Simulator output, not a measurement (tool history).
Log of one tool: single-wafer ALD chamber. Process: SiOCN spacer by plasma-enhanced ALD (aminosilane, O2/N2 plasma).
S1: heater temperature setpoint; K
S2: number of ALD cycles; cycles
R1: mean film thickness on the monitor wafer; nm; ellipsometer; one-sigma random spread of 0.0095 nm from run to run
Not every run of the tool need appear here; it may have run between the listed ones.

run 1 hour=0.0 | S1=653.15 S2=35 | R1=2.2933
run 2 hour=2.9 | S1=647.15 S2=35 | R1=2.3226
run 3 hour=10.2 | S1=648.15 S2=34 | R1=2.2180
run 4 hour=14.6 | S1=648.15 S2=37 | R1=2.4369
run 5 hour=18.6 | S1=648.15 S2=33 | R1=2.1773
run 6 hour=21.3 | S1=648.15 S2=38 | R1=2.5262

Predict the results of run 7:
run 7 hour=30.1 | S1=648.15 S2=36 | R1=?

{"run 7": {"R1": 2.3698}}
